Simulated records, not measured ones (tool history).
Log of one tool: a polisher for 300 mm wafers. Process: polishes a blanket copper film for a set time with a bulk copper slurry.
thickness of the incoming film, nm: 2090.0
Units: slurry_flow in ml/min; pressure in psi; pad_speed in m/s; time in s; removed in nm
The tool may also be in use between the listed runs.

run,hour,slurry_flow,pressure,pad_speed,slurry_solids,time,removed
1,0,315,2.2,1.22,1,36,336.9
2,7.9,315,2.2,1.22,1.15,36,355.53
3,13.4,355,2.2,1.22,1.15,36,349.76
4,22.2,355,2,1.22,1.15,36,326.24
5,26.6,355,2,1.22,1.25,36,338.11
6,28.6,325,2,1.22,1.25,36,336.37
7,29.9,325,1.8,1.22,1.25,36,308.56

Run 8 comes next. What will it give?
8,35,325,1.8,1.22,1.25,36,?

Run 8 gave removed 306.08 nm.
